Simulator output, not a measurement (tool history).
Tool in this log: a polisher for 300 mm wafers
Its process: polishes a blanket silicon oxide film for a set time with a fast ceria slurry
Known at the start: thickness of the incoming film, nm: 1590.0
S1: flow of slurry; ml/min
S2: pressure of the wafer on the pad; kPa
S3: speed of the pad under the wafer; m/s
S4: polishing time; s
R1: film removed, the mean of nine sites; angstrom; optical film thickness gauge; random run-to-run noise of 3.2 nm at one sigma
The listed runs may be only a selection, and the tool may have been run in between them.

Run 1, day 0.000: S1 140 ml/min, S2 15.2 kPa, S3 0.94 m/s, S4 18 s. Result: R1 2182.4 angstrom.
Run 2, day 0.304: S1 140 ml/min, S2 15.2 kPa, S3 1.06 m/s, S4 18 s. Result: R1 2451.1 angstrom.
Run 3, day 0.571: S1 140 ml/min, S2 15.2 kPa, S3 1.06 m/s, S4 16 s. Result: R1 2160.2 angstrom.
Run 4, day 0.725: S1 150 ml/min, S2 17.9 kPa, S3 1.08 m/s, S4 16 s. Result: R1 2637.7 angstrom.
Run 5, day 0.775: S1 150 ml/min, S2 20.0 kPa, S3 1.14 m/s, S4 16 s. Result: R1 3054.8 angstrom.
Run 6, day 0.838: S1 150 ml/min, S2 20.0 kPa, S3 1.02 m/s, S4 16 s. Result: R1 2756.1 angstrom.
Run 7, day 1.021: S1 155 ml/min, S2 21.4 kPa, S3 1.10 m/s, S4 16 s. Result: R1 3164.5 angstrom.
Run 8, day 1.358: S1 160 ml/min, S2 22.1 kPa, S3 1.16 m/s, S4 16 s. Result: R1 3508.1 angstrom.

Expected results for the next run?
Run 9, day 1.550: S1 165 ml/min, S2 22.8 kPa, S3 1.20 m/s, S4 16 s. Result: R1 ?.

R1: 3791.3 angstrom

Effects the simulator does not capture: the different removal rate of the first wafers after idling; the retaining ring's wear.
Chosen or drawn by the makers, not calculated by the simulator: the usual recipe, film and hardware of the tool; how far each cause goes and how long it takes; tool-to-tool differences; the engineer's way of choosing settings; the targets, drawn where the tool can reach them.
